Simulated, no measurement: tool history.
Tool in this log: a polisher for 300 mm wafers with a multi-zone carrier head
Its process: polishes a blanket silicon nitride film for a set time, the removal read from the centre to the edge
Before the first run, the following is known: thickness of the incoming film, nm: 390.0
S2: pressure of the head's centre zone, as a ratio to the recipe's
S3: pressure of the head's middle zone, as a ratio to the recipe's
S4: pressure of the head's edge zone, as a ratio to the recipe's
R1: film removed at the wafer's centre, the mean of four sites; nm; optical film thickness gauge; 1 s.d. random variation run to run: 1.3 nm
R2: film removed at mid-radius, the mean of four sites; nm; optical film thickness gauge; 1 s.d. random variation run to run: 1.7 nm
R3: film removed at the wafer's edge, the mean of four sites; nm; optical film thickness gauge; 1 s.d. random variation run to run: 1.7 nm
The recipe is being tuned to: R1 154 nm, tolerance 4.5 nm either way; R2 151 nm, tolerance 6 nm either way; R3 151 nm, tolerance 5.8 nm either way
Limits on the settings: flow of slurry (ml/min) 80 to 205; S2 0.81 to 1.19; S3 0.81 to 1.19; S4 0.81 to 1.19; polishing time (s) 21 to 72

Run 1, hour 0: flow of slurry (ml/min) 135, S2 1, S3 1, S4 1, polishing time (s) 46. Result: R1 113.03 nm, R2 114.67 nm, R3 113.2 nm.
Run 2, hour 6.9: flow of slurry (ml/min) 110, S2 1, S3 1, S4 1, polishing time (s) 46. Result: R1 104.96 nm, R2 108.26 nm, R3 111.77 nm.
Run 3, hour 12.1: flow of slurry (ml/min) 115, S2 1.01, S3 1.01, S4 1.02, polishing time (s) 47. Result: R1 109.07 nm, R2 111.93 nm, R3 113.23 nm.
Run 4, hour 20.8: flow of slurry (ml/min) 115, S2 0.96, S3 1.01, S4 1.02, polishing time (s) 47. Result: R1 104.84 nm, R2 112.79 nm, R3 114.48 nm.
Run 5, hour 26.3: flow of slurry (ml/min) 120, S2 0.97, S3 1.01, S4 1.03, polishing time (s) 48. Result: R1 109.98 nm, R2 117.2 nm, R3 115.91 nm.
Run 6, hour 32.5: flow of slurry (ml/min) 120, S2 0.97, S3 1.01, S4 0.99, polishing time (s) 48. Result: R1 109.42 nm, R2 116.99 nm, R3 114.82 nm.
Run 7, hour 34.7: flow of slurry (ml/min) 125, S2 0.98, S3 1.01, S4 1.01, polishing time (s) 49. Result: R1 113.55 nm, R2 121.68 nm, R3 119.92 nm.
Run 8, hour 42.8: flow of slurry (ml/min) 160, S2 1.08, S3 1.04, S4 1.11, polishing time (s) 53. Result: R1 144.58 nm, R2 137.39 nm, R3 141.34 nm.
Run 9, hour 44: flow of slurry (ml/min) 165, S2 1.08, S3 1.04, S4 1.11, polishing time (s) 53. Result: R1 146.15 nm, R2 141.34 nm, R3 138.91 nm.
Run 10, hour 45.3: flow of slurry (ml/min) 165, S2 1.08, S3 1.04, S4 1.12, polishing time (s) 53. Result: R1 145.87 nm, R2 141.4 nm, R3 145.14 nm.
Run 11, hour 46: flow of slurry (ml/min) 170, S2 1.08, S3 1.04, S4 1.12, polishing time (s) 53. Result: R1 146.91 nm, R2 142.93 nm, R3 142 nm.
Run 12, hour 49.5: flow of slurry (ml/min) 170, S2 1.08, S3 1.04, S4 1.13, polishing time (s) 53. Result: R1 146.05 nm, R2 144.98 nm, R3 143.65 nm.
Run 13, hour 50.6: flow of slurry (ml/min) 180, S2 1.09, S3 1.03, S4 1.15, polishing time (s) 53. Result: R1 152.74 nm, R2 142.58 nm, R3 147.23 nm.

Pick the move, out of 4, that brings all results within their allowed miss; only one does.
Run A, hour 51.7: flow of slurry (ml/min) 175, S2 1.11, S3 1.09, S4 1.19, polishing time (s) 54. Result: R1 ?, R2 ?, R3 ?.
Run B, hour 51.7: flow of slurry (ml/min) 155, S2 1.11, S3 1.01, S4 1.19, polishing time (s) 53. Result: R1 ?, R2 ?, R3 ?.
Run C, hour 51.7: flow of slurry (ml/min) 170, S2 1.08, S3 1.02, S4 1.18, polishing time (s) 60. Result: R1 ?, R2 ?, R3 ?.
Run D, hour 51.7: flow of slurry (ml/min) 175, S2 1.16, S3 1.04, S4 1.11, polishing time (s) 56. Result: R1 ?, R2 ?, R3 ?.

move      R1      R2      R3
   A  154.77  149.47  151.28
   B  148.03  134.43  146.21
   C  166.25  156.18  166.87
   D  167.73  148.91  151.44
A: each result inside its tolerance
B: the biggest miss grows against the last run
C: brings the result that was furthest off to its target, and leaves another outside
D: brings the result that was furthest off to its target, and leaves another outside
Correct choice: A, which meets every target

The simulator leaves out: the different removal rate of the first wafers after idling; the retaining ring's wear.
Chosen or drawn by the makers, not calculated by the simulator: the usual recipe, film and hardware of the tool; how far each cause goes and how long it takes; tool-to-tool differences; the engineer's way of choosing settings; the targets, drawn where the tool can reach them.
